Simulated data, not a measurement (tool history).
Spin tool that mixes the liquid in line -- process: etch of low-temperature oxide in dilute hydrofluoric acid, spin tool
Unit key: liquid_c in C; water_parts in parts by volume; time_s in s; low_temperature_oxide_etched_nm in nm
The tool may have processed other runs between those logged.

run    day  liquid_c  water_parts  time_s  low_temperature_oxide_etched_nm
  1      0        23          255     270                           26.642
  2  0.362        23          255     290                           28.771
  3  0.538      23.5          255     290                           29.197
  4  0.671        24          255     290                           29.962
  5  0.775      24.5          255     290                           29.951
  6   1.15        22          255     290                           27.681
  7  1.483      22.5          255     290                           28.093

Run 8 has not been measured yet. What should we expect?
  8  1.533        23          255     290                                ?

low_temperature_oxide_etched_nm: 28.543 nm
